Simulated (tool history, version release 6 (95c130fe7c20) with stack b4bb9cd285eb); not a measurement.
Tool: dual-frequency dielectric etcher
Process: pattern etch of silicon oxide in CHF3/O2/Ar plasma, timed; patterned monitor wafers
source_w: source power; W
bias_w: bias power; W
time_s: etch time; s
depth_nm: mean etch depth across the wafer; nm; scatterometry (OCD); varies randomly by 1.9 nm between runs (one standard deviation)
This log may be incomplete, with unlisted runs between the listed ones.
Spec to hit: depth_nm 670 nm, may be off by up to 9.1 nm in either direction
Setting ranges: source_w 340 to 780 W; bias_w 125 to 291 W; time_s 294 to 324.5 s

run 1 hour=0 | source_w=560 bias_w=208 time_s=324.5 | depth_nm=598.3
run 2 hour=3.1 | source_w=590 bias_w=209 time_s=324.5 | depth_nm=608.92
run 3 hour=8.6 | source_w=620 bias_w=210 time_s=324.5 | depth_nm=619.99
run 4 hour=17.6 | source_w=580 bias_w=210 time_s=324.5 | depth_nm=608.05
run 5 hour=19.8 | source_w=500 bias_w=210 time_s=324.5 | depth_nm=582.76
run 6 hour=27.8 | source_w=500 bias_w=210 time_s=294 | depth_nm=531.61
run 7 hour=34.6 | source_w=550 bias_w=215 time_s=294.5 | depth_nm=550.12
run 8 hour=38 | source_w=590 bias_w=223 time_s=298 | depth_nm=573.42
run 9 hour=41.1 | source_w=620 bias_w=227 time_s=302 | depth_nm=594.53
run 10 hour=48.5 | source_w=620 bias_w=227 time_s=302 | depth_nm=595.44
run 11 hour=57.1 | source_w=650 bias_w=232 time_s=303 | depth_nm=612.02
run 12 hour=60.1 | source_w=760 bias_w=243 time_s=304 | depth_nm=653.16
run 13 hour=65.2 | source_w=760 bias_w=245 time_s=304.5 | depth_nm=657.35

Exercise: of the 5 proposed moves below, exactly one satisfies all targets within the stated allowed misses. Which move is it?
run A hour=70.3 | source_w=770 bias_w=244 time_s=297.5 | depth_nm=?
run B hour=70.3 | source_w=780 bias_w=216 time_s=314 | depth_nm=?
run C hour=70.3 | source_w=780 bias_w=232 time_s=313.5 | depth_nm=?
run D hour=70.3 | source_w=780 bias_w=254 time_s=294 | depth_nm=?
run E hour=70.3 | source_w=780 bias_w=207 time_s=318 | depth_nm=?

move=A depth_nm=645.74
move=B depth_nm=650.59
move=C depth_nm=669.01
move=D depth_nm=651.38
move=E depth_nm=647.41
A: its largest miss is bigger than the last run's
B: its largest miss is bigger than the last run's
C: hits every target within its allowed miss
D: its largest miss is bigger than the last run's
E: its largest miss is bigger than the last run's
Move C is the one to make.

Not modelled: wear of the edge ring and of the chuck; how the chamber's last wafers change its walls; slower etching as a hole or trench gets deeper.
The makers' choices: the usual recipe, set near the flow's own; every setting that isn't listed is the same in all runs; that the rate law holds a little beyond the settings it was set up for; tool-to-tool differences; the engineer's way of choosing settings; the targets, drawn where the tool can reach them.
